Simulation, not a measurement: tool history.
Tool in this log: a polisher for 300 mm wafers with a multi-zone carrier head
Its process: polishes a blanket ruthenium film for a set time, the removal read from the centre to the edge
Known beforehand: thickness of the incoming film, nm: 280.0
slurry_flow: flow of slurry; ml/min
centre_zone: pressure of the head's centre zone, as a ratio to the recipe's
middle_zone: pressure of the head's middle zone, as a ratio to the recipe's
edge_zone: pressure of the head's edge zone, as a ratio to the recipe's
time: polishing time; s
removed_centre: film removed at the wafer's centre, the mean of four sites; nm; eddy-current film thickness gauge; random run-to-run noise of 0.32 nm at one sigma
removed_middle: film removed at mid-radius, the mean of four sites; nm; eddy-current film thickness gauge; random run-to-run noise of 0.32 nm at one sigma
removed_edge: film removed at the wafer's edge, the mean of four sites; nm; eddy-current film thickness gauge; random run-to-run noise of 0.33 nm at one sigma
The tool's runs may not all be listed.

run,hour,slurry_flow,centre_zone,middle_zone,edge_zone,time,removed_centre,removed_middle,removed_edge
1,0,205,1,1,1,75,52.442,56.161,54.653
2,6.3,240,1,1,1,75,54.834,56.719,55.401
3,8.4,240,0.94,1,1,75,50.782,56.693,55.329
4,9.2,225,0.91,0.99,0.97,71,46.298,53.994,51.126
5,17.6,210,0.89,0.97,0.97,67,42.438,47.891,48.685
6,20.2,195,0.87,0.98,0.96,64,38.811,46.022,46.49
7,23,165,0.81,0.96,0.86,53,28.73,37.079,35.036
8,31,175,0.81,0.97,0.88,53,30.177,37.664,36.2
9,39.1,170,0.81,0.98,0.9,53,28.879,38.125,35.535

Predict the results of run 10:
10,47.2,175,0.81,0.98,0.92,53,?,?,?

removed_centre: 29.384 nm
removed_middle: 38.07 nm
removed_edge: 36.792 nm

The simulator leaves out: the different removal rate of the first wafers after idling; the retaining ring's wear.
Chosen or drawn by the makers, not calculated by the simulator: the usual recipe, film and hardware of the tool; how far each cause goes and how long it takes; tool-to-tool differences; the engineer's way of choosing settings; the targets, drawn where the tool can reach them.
